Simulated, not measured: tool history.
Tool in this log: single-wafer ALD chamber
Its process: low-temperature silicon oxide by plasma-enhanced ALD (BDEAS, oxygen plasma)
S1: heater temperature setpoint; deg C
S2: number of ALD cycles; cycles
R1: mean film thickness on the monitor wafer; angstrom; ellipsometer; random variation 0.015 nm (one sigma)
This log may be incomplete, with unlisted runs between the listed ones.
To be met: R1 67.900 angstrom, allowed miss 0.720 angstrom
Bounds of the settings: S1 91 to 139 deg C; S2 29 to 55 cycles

run  hour   S1  S2      R1
  1   0.0  115  42  61.251
  2   6.0  113  42  61.361
  3  11.2  121  42  60.452
  4  18.6  112  42  61.599
  5  24.1  110  42  61.722
  6  25.1  109  42  61.661
  7  28.9  108  43  63.365
  8  32.9   96  46  70.242
     38.1  -- thermocouple changed; heater temperature recalibrated
  9  38.1   96  46  68.846

Which one of the following 4 next-run settings gets every result inside its allowed miss? There is exactly one.
  A  43.3  98  47   ?
  B  43.3  95  45   ?
  C  43.3  94  46   ?
  D  43.3  92  46   ?

move      R1
   A  70.051
   B  67.772
   C  69.518
   D  69.997
A: its largest miss is bigger than the last run's
B: hits every target within its allowed miss
C: its largest miss is bigger than the last run's
D: its largest miss is bigger than the last run's
The right move is B.
